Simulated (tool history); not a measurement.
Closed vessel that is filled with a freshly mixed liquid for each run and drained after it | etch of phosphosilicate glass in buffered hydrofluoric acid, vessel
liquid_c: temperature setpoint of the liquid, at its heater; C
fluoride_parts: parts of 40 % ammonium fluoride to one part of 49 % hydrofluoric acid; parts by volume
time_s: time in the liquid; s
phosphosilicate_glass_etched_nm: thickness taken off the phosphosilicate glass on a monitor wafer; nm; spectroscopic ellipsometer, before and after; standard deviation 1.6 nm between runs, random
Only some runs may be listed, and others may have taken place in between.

run,hour,liquid_c,fluoride_parts,time_s,phosphosilicate_glass_etched_nm
1,0,24,9.5,90,894.21
2,7.3,23,10,90,823.42
3,8.8,25.5,10,90,943.27
4,11.2,25.5,10,90,935.16
5,15.8,25.5,11.5,90,818.88
# hour 18.6: thermometer replaced
6,18.6,24.5,12,90,661.76
7,21.4,23.5,12,90,627.65
8,29.6,22.5,12,90,591.69
9,37.5,22,12,90,577.07
10,39.7,21.5,12,90,561.5
11,43.3,21,12,90,545.6
12,47.3,20.5,12,90,531.25
13,48.1,20,12,90,515.07
14,53.8,20,12,90,514.83
15,59.2,19.5,12,90,501.23
16,65.2,19,12,90,491.65

Forecast run 17:
17,66.9,18.5,12,90,?

Run 17 measured phosphosilicate_glass_etched_nm 476.48 nm.
